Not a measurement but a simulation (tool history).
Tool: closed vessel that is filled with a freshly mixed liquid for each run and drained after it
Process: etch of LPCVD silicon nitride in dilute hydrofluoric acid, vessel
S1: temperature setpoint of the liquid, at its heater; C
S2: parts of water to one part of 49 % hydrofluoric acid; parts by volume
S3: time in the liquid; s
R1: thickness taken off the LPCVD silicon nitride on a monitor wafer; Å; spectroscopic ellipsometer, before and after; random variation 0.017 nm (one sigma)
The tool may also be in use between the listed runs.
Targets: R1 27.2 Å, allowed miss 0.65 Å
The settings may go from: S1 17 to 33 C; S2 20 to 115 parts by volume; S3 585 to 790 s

run,hour,S1,S2,S3,R1
1,0,25,65,790,60.657
2,7.2,25,65,790,60.927
3,12.5,23,70,790,49.698
4,21.8,21.5,75,790,41.864
5,25.6,23,75,790,45.572
6,34.9,21,75,790,40.386
7,42.8,20,75,790,37.933
8,50.2,19,75,790,34.946
9,57,19,75,790,35.214
10,66.3,18.5,75,790,33.973

Which of these 5 next moves meets every target?
A,75.6,17,60,605,?
B,75.6,19.5,75,635,?
C,75.6,17.5,80,680,?
D,75.6,18.5,70,585,?
E,75.6,20.5,80,620,?

move,R1
A,28.912
B,29.094
C,25.463
D,26.745
E,28.57
A: nearer than the last run, and not there yet
B: nearer than the last run, and not there yet
C: takes the result that was furthest off past its target
D: meets every target
E: nearer than the last run, and not there yet
The right move is D.

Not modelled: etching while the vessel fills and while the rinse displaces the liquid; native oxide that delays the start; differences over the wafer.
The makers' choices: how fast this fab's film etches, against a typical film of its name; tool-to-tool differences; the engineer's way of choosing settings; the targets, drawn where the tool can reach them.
